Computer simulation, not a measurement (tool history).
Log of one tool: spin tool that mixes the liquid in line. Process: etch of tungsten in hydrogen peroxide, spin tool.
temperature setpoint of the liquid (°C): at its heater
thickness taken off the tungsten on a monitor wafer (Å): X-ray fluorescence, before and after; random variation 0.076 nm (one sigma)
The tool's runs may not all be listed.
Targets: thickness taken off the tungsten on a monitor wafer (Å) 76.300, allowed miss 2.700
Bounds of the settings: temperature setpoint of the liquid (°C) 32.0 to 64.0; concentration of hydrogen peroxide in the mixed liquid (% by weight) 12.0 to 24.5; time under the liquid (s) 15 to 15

run    day  temperature setpoint of the liquid (°C)  concentration of hydrogen peroxide in the mixed liquid (% by weight)  time under the liquid (s)  thickness taken off the tungsten on a monitor wafer (Å)
  1  0.000                                     48.0                                                                  16.5                         15                                                  205.480
  2  0.142                                     50.5                                                                  16.5                         15                                                  245.600
  3  0.504                                     54.0                                                                  16.5                         15                                                  294.130
  4  0.638                                     54.0                                                                  18.5                         15                                                  315.990
  5  0.712                                     54.0                                                                  18.5                         15                                                  311.140
  6  1.017                                     48.5                                                                  17.5                         15                                                  217.050
  7  1.050                                     40.5                                                                  15.5                         15                                                  125.200
  8  1.171                                     38.5                                                                  15.5                         15                                                  110.530
  9  1.242                                     38.5                                                                  15.5                         15                                                  110.240
 10  1.554                                     37.0                                                                  15.5                         15                                                   97.968
 11  1.871                                     36.0                                                                  15.5                         15                                                   93.471
 12  1.938                                     32.0                                                                  15.5                         15                                                   70.507
 13  2.079                                     32.5                                                                  15.5                         15                                                   72.931

4 next moves are on the table. One of them brings every result within its allowed miss. Which?
  A  2.221                                     33.0                                                                  14.0                         15                                                        ?
  B  2.221                                     32.0                                                                  14.5                         15                                                        ?
  C  2.221                                     33.5                                                                  14.5                         15                                                        ?
  D  2.221                                     32.0                                                                  15.0                         15                                                        ?

move  thickness taken off the tungsten on a monitor wafer (Å)
   A                                                   72.777
   B                                                   69.174
   C                                                   76.626
   D                                                   70.357
A: as far off as the last run
B: further off than the last run
C: meets every target
D: further off than the last run
Move C is the one to make.

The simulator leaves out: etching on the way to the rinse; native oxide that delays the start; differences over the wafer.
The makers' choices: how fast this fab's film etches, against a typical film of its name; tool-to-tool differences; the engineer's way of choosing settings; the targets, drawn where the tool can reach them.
